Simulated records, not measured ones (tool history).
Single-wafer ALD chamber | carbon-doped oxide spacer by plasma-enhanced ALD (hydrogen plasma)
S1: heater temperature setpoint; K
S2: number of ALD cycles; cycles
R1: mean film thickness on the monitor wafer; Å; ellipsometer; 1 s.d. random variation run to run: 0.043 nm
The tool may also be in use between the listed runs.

run 1 hour=0.0 | S1=663.15 S2=338 | R1=170.46
run 2 hour=4.4 | S1=663.15 S2=322 | R1=161.66
run 3 hour=6.2 | S1=656.15 S2=322 | R1=162.12
run 4 hour=13.0 | S1=656.15 S2=309 | R1=155.72
run 5 hour=18.4 | S1=656.15 S2=298 | R1=149.65
run 6 hour=23.7 | S1=656.15 S2=290 | R1=145.47

The next listed run, before its measurement:
run 7 hour=31.8 | S1=656.15 S2=284 | R1=?

Run 7 measured R1 143.48 Å.

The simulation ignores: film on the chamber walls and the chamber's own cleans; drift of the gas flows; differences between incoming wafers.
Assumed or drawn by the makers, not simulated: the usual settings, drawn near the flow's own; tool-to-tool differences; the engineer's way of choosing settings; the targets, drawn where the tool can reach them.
